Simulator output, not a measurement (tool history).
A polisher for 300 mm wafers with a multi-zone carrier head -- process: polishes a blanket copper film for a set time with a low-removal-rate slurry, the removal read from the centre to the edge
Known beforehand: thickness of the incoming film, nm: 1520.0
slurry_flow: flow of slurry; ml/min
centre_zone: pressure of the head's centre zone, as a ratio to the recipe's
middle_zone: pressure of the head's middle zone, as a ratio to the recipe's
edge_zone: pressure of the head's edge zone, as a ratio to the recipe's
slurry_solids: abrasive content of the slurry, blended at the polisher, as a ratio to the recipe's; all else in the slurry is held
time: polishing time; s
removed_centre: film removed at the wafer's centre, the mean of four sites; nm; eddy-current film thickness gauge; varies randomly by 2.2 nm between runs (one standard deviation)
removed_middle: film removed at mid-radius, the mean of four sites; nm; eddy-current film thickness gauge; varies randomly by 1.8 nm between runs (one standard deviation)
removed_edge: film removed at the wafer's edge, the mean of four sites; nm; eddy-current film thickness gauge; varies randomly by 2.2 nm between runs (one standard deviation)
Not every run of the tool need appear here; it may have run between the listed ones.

run  hour  slurry_flow  centre_zone  middle_zone  edge_zone  slurry_solids  time  removed_centre  removed_middle  removed_edge
  1   0.0          200         1.00         1.00       1.00           1.00    49          196.43          191.33        210.54
  2   4.0          200         1.02         1.01       0.97           0.90    48          198.52          188.52        194.61
  3   5.4          200         1.02         1.01       0.97           0.75    48          188.90          178.32        190.56
  4   7.7          200         0.97         1.01       0.97           0.75    48          175.93          183.16        189.84
  5  14.9          195         0.98         1.00       0.94           0.70    48          178.64          173.65        186.19
  6  20.0          195         0.99         1.01       0.92           0.65    47          174.21          171.53        176.59

Run 7 is up next; what results do you expect?
  7  26.6          195         1.00         1.01       0.90           0.65    47               ?               ?             ?

{"run 7": {"removed_centre": 175.64, "removed_middle": 168.91, "removed_edge": 180.72}}
